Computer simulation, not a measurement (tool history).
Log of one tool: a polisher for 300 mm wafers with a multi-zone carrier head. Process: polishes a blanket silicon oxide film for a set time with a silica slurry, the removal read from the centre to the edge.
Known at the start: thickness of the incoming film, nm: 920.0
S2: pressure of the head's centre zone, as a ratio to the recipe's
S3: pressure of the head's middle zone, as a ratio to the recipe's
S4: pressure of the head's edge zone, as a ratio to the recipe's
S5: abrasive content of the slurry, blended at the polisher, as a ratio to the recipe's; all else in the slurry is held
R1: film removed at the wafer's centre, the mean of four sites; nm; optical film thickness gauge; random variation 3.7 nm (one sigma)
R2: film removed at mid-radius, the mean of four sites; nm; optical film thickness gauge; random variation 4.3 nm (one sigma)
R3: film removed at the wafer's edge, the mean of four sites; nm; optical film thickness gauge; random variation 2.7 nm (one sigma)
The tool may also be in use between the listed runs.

Run 1, hour 0.0: flow of slurry (ml/min) 210, S2 1.00, S3 1.00, S4 1.00, S5 1.00, polishing time (s) 69. Result: R1 336.70 nm, R2 344.16 nm, R3 346.81 nm.
Run 2, hour 1.5: flow of slurry (ml/min) 210, S2 1.00, S3 1.00, S4 1.00, S5 0.90, polishing time (s) 69. Result: R1 319.26 nm, R2 328.36 nm, R3 326.26 nm.
Run 3, hour 10.0: flow of slurry (ml/min) 220, S2 1.00, S3 1.02, S4 1.03, S5 0.95, polishing time (s) 69. Result: R1 334.60 nm, R2 340.25 nm, R3 340.93 nm.
Run 4, hour 15.4: flow of slurry (ml/min) 225, S2 0.98, S3 1.03, S4 1.05, S5 1.00, polishing time (s) 69. Result: R1 341.24 nm, R2 356.41 nm, R3 351.00 nm.
Run 5, hour 22.9: flow of slurry (ml/min) 225, S2 0.96, S3 1.03, S4 1.07, S5 1.05, polishing time (s) 69. Result: R1 334.62 nm, R2 370.15 nm, R3 368.48 nm.
Run 6, hour 26.5: flow of slurry (ml/min) 225, S2 0.91, S3 1.03, S4 1.07, S5 1.05, polishing time (s) 69. Result: R1 319.68 nm, R2 362.13 nm, R3 365.00 nm.
Run 7, hour 30.2: flow of slurry (ml/min) 230, S2 0.92, S3 1.03, S4 1.09, S5 1.10, polishing time (s) 69. Result: R1 334.13 nm, R2 381.01 nm, R3 377.96 nm.

The next listed run, before its measurement:
Run 8, hour 36.9: flow of slurry (ml/min) 235, S2 0.92, S3 1.02, S4 1.11, S5 1.10, polishing time (s) 69. Result: R1 ?, R2 ?, R3 ?.

Run 8 gave R1 338.22 nm, R2 377.94 nm, R3 380.47 nm.
